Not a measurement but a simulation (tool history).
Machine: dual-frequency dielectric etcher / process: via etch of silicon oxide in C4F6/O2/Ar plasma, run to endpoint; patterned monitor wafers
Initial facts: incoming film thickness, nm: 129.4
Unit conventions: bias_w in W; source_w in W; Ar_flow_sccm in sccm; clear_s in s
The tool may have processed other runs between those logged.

run	hour	bias_w	source_w	Ar_flow_sccm	clear_s
1	0	433	320	328	32.138
2	6.3	390	320	328	33.615
3	11.8	390	320	299	33.421
4	20.2	374	320	299	33.842
5	25.4	418	320	299	32.339
6	27.5	418	350	299	30.753

Estimate the outcome of run 7 from the log above:
7	31.4	396	350	300	?

{"run 7": {"clear_s": 31.543}}
